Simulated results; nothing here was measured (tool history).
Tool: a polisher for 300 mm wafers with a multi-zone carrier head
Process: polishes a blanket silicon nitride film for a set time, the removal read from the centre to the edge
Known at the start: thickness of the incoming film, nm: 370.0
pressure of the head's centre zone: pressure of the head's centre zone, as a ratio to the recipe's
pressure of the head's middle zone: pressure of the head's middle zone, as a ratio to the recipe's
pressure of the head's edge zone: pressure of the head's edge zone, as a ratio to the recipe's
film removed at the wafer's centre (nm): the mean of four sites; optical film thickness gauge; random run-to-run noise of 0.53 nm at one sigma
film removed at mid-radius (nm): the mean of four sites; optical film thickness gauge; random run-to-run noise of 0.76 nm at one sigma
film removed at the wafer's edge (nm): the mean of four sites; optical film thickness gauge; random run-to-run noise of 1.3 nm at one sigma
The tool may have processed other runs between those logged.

| run | hour | flow of slurry (ml/min) | pressure of the head's centre zone | pressure of the head's middle zone | pressure of the head's edge zone | polishing time (s) | film removed at the wafer's centre (nm) | film removed at mid-radius (nm) | film removed at the wafer's edge (nm) |
|---|---|---|---|---|---|---|---|---|---|
| 1 | 0 | 155 | 1 | 1 | 1 | 58 | 73.688 | 75.788 | 74.662 |
| 2 | 7.9 | 155 | 1 | 1 | 1 | 63 | 80.187 | 83.082 | 82.438 |
| 3 | 10.5 | 115 | 1 | 1 | 1 | 63 | 74.43 | 77.9 | 77.698 |
| 4 | 13.8 | 115 | 1 | 1 | 1 | 57 | 66.977 | 69.667 | 70.015 |
| 5 | 21.7 | 115 | 1.06 | 1 | 1 | 57 | 71.069 | 69.632 | 70.189 |
| 6 | 30.4 | 115 | 1.06 | 1.05 | 1 | 57 | 70.062 | 72.412 | 69.036 |
| 7 | 38 | 130 | 1.06 | 1.04 | 1.03 | 57 | 73.956 | 73.585 | 71.837 |
| 8 | 39.2 | 140 | 1.05 | 1.03 | 1.05 | 58 | 76.007 | 74.443 | 74.063 |
|  | 48 | slurry nozzle cleaned |
| 9 | 48 | 145 | 1.04 | 1.02 | 1.07 | 59 | 80.501 | 80.828 | 80.665 |
| 10 | 48.5 | 150 | 1.04 | 1 | 1.08 | 59 | 80.781 | 79.007 | 80.546 |

What will run 11 give?
| 11 | 50.1 | 155 | 1.04 | 0.99 | 1.09 | 59 | ? | ? | ? |

film removed at the wafer's centre (nm): 80.55
film removed at mid-radius (nm): 78.974
film removed at the wafer's edge (nm): 81.17
